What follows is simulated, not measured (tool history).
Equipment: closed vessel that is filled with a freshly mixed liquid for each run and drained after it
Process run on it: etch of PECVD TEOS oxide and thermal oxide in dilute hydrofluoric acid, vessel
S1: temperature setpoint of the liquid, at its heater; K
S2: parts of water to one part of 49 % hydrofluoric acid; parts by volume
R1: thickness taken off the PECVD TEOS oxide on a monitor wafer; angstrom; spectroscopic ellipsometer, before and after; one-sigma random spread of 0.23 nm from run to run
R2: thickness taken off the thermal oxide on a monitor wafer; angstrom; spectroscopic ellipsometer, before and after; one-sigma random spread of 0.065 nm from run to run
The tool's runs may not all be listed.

Run 1, hour 0: S1 294.15 K, S2 210 parts by volume, time in the liquid (s) 670. Result: R1 456.18 angstrom, R2 127.51 angstrom.
Run 2, hour 9.1: S1 297.65 K, S2 210 parts by volume, time in the liquid (s) 670. Result: R1 522.33 angstrom, R2 144.58 angstrom.
Run 3, hour 12: S1 296.65 K, S2 210 parts by volume, time in the liquid (s) 670. Result: R1 504.55 angstrom, R2 138.17 angstrom.
Run 4, hour 21.1: S1 295.65 K, S2 210 parts by volume, time in the liquid (s) 670. Result: R1 485.17 angstrom, R2 133.93 angstrom.
Run 5, hour 24.3: S1 295.15 K, S2 210 parts by volume, time in the liquid (s) 670. Result: R1 471.17 angstrom, R2 129.93 angstrom.
Run 6, hour 30.6: S1 296.65 K, S2 210 parts by volume, time in the liquid (s) 670. Result: R1 505.55 angstrom, R2 138.55 angstrom.
Run 7, hour 35.3: S1 296.15 K, S2 210 parts by volume, time in the liquid (s) 670. Result: R1 486.2 angstrom, R2 135.66 angstrom.

What does the tool deliver on the next run?
Run 8, hour 42.9: S1 295.65 K, S2 210 parts by volume, time in the liquid (s) 670. Result: R1 ?, R2 ?.

Run 8 gave R1 482.69 angstrom, R2 134.3 angstrom.
